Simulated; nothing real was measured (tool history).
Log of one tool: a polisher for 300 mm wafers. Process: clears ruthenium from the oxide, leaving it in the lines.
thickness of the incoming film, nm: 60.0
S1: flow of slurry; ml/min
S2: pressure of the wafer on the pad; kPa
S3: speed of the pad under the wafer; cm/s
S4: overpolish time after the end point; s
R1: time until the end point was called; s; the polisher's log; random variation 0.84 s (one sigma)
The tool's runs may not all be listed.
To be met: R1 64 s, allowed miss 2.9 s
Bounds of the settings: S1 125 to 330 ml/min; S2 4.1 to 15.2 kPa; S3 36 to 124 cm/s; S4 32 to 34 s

run  hour   S1    S2  S3  S4      R1
  1     0  210   9.7  80  32  78.716
  2   3.3  210   9.7  80  32  79.142
  3   5.5  210    11  80  32  68.896
  4  10.8  210    11  98  32  57.488
  5  11.6  185    11  98  32  59.827
  6  16.6  185  13.1  98  32  49.201
  7  20.5  170  11.7  96  32  55.683
  8  26.2  170    11  96  32  60.661

Which of these 5 next moves meets every target?
  A  31.9  125    11  106  32   ?
  B  31.9  180  10.3  114  34   ?
  C  31.9  185    11  100  32   ?
  D  31.9  160  10.3  106  32   ?
  E  31.9  180   9.7  100  32   ?

move      R1
   A  55.145
   B  53.036
   C  56.114
   D  57.291
   E  63.787
A: further off than the last run
B: further off than the last run
C: further off than the last run
D: further off than the last run
E: meets every target
Move E is the one to make.
